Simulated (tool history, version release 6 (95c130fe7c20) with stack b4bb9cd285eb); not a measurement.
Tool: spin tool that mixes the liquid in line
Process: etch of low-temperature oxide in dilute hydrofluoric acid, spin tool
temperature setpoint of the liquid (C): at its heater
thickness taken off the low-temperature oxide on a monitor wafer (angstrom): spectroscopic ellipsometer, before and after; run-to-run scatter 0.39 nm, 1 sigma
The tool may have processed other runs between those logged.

run  hour  temperature setpoint of the liquid (C)  parts of water to one part of 49 % hydrofluoric acid (parts by volume)  time under the liquid (s)  thickness taken off the low-temperature oxide on a monitor wafer (angstrom)
  1     0                                      22                                                                     225                        295                                                                       188.54
  2     2                                    23.5                                                                     225                        295                                                                       197.57
  3   5.3                                    25.5                                                                     185                        295                                                                       276.13
  4   9.8                                      27                                                                     165                        295                                                                       334.77
  5  16.4                                      27                                                                     200                        295                                                                       261.37
  6  17.3                                      28                                                                     175                        295                                                                       317.36
       18  -- hydrofluoric acid flow meter replaced
  7    18                                    28.5                                                                     160                        295                                                                       416.93

Run 8 comes next. What will it give?
  8  22.9                                      29                                                                     160                        295                                                                            ?

{"run 8": {"thickness taken off the low-temperature oxide on a monitor wafer (angstrom)": 431.66}}

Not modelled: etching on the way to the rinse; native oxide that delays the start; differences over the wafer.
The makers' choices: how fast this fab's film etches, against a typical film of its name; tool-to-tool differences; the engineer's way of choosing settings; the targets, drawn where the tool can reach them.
